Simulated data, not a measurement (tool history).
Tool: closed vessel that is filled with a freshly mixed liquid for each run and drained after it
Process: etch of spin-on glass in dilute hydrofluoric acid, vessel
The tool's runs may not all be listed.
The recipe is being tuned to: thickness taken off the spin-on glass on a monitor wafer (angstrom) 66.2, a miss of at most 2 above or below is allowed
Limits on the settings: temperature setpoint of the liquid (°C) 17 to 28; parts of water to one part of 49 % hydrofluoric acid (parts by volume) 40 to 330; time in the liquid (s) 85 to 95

run	hour	temperature setpoint of the liquid (°C)	parts of water to one part of 49 % hydrofluoric acid (parts by volume)	time in the liquid (s)	thickness taken off the spin-on glass on a monitor wafer (angstrom)
1	0	20	185	85	120.43
2	8.3	20	185	95	135.41
3	17.1	20	155	95	167.57
4	21.5	19.5	180	95	136.2
5	24.4	19.5	180	85	121.4
6	33	19.5	180	95	137.82
7	41.4	19	200	95	119.77
8	46.1	19	200	95	118.74
9	53.3	17	270	95	75.615
10	58.4	17	275	95	75.753
11	59.7	17	280	95	73.647

Consider the 4 candidate settings below. Which is the only one whose results all fall within their allowed miss of target?
A	61	17	260	95	?
B	61	17	275	85	?
C	61	18	245	85	?
D	61	17	260	85	?

move	thickness taken off the spin-on glass on a monitor wafer (angstrom)
A	81.242
B	67.846
C	81.239
D	72.69
A: moves away from the targets compared with the last run
B: every result within its allowed miss
C: moves away from the targets compared with the last run
D: nearer than the last run, and not there yet
B meets every target.
